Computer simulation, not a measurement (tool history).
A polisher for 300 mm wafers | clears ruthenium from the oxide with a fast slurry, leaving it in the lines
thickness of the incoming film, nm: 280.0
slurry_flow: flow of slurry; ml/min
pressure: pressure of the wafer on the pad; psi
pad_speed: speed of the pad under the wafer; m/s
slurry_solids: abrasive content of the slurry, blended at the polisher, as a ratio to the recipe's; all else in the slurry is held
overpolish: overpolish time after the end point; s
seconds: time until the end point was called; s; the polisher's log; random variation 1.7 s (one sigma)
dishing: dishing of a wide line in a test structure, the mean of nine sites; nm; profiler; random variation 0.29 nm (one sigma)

Run 1, hour 0: slurry_flow 275 ml/min, pressure 2.7 psi, pad_speed 0.88 m/s, slurry_solids 1, overpolish 26 s. Result: seconds 78.67 s, dishing 71.768 nm.
Run 2, hour 1.1: slurry_flow 275 ml/min, pressure 2.6 psi, pad_speed 0.84 m/s, slurry_solids 1, overpolish 24 s. Result: seconds 84.319 s, dishing 64.625 nm.
Run 3, hour 8.1: slurry_flow 260 ml/min, pressure 2.6 psi, pad_speed 0.82 m/s, slurry_solids 0.95, overpolish 22 s. Result: seconds 91.617 s, dishing 55.767 nm.
Run 4, hour 13: slurry_flow 220 ml/min, pressure 2.6 psi, pad_speed 0.82 m/s, slurry_solids 0.95, overpolish 22 s. Result: seconds 89.486 s, dishing 54.403 nm.
Run 5, hour 17.7: slurry_flow 220 ml/min, pressure 2.6 psi, pad_speed 0.82 m/s, slurry_solids 0.95, overpolish 30 s. Result: seconds 91.648 s, dishing 71.692 nm.
Run 6, hour 22.7: slurry_flow 220 ml/min, pressure 2.6 psi, pad_speed 0.82 m/s, slurry_solids 1.05, overpolish 30 s. Result: seconds 88.224 s, dishing 74.953 nm.
Run 7, hour 29.5: slurry_flow 220 ml/min, pressure 2.6 psi, pad_speed 0.58 m/s, slurry_solids 0.8, overpolish 17 s. Result: seconds 144.65 s, dishing 28.884 nm.
Run 8, hour 37.5: slurry_flow 215 ml/min, pressure 2.7 psi, pad_speed 0.56 m/s, slurry_solids 0.75, overpolish 16 s. Result: seconds 147.98 s, dishing 26.555 nm.
Run 9, hour 38.7: slurry_flow 165 ml/min, pressure 3.4 psi, pad_speed 0.4 m/s, slurry_solids 0.5, overpolish 8 s. Result: seconds 248.81 s, dishing 8.2735 nm.
Run 10, hour 43.3: slurry_flow 240 ml/min, pressure 3.9 psi, pad_speed 0.56 m/s, slurry_solids 0.5, overpolish 11 s. Result: seconds 154.1 s, dishing 18.687 nm.
Run 11, hour 47.1: slurry_flow 230 ml/min, pressure 4 psi, pad_speed 0.6 m/s, slurry_solids 0.5, overpolish 9 s. Result: seconds 139.75 s, dishing 16.12 nm.
At hour 48.9: slurry nozzle cleaned.
Run 12, hour 48.9: slurry_flow 230 ml/min, pressure 4 psi, pad_speed 0.6 m/s, slurry_solids 0.5, overpolish 9 s. Result: seconds 134.48 s, dishing 16.75 nm.

Run 13 comes next. What will it give?
Run 13, hour 56.3: slurry_flow 240 ml/min, pressure 3.9 psi, pad_speed 0.6 m/s, slurry_solids 0.5, overpolish 9 s. Result: seconds ?, dishing ?.

seconds: 139.1 s
dishing: 16.402 nm
